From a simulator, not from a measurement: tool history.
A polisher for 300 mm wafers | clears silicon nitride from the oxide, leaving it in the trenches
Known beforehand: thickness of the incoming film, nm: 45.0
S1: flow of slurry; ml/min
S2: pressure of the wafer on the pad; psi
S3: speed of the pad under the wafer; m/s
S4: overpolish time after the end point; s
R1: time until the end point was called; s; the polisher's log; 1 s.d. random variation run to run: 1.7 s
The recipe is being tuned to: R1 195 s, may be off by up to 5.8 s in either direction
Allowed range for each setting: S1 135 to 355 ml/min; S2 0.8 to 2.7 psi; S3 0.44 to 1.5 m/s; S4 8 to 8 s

| run | day | S1 | S2 | S3 | S4 | R1 |
|---|---|---|---|---|---|---|
| 1 | 0 | 225 | 1.7 | 0.96 | 8 | 101.92 |
| 2 | 0.058 | 225 | 1.6 | 0.94 | 8 | 104.81 |
| 3 | 0.1 | 225 | 1.3 | 0.94 | 8 | 124.13 |
| 4 | 0.154 | 220 | 1.2 | 0.9 | 8 | 138.63 |
| 5 | 0.492 | 220 | 1.2 | 1.02 | 8 | 123 |
| 6 | 0.638 | 215 | 1.1 | 0.98 | 8 | 135.19 |
| 7 | 0.779 | 205 | 0.8 | 0.76 | 8 | 209.67 |
| 8 | 0.817 | 210 | 0.8 | 0.76 | 8 | 210.88 |
| 9 | 0.921 | 215 | 1 | 0.76 | 8 | 179.81 |
| 10 | 1.171 | 215 | 1 | 0.76 | 8 | 177.83 |
| 11 | 1.3 | 205 | 1 | 0.76 | 8 | 179.25 |

Consider the 5 candidate settings below. Which is the only one whose results all fall within their allowed miss of target?
| A | 1.429 | 215 | 0.8 | 0.82 | 8 | ? |
| B | 1.429 | 260 | 1.2 | 0.6 | 8 | ? |
| C | 1.429 | 280 | 0.9 | 0.78 | 8 | ? |
| D | 1.429 | 200 | 1.1 | 0.68 | 8 | ? |
| E | 1.429 | 170 | 1.2 | 0.64 | 8 | ? |

| move | R1 |
|---|---|
| A | 193.31 |
| B | 183.67 |
| C | 182.33 |
| D | 181.84 |
| E | 181.6 |
A: each result inside its tolerance
B: closer than the last run, but not yet in spec
C: closer than the last run, but not yet in spec
D: closer than the last run, but not yet in spec
E: closer than the last run, but not yet in spec
Correct choice: A, which meets every target
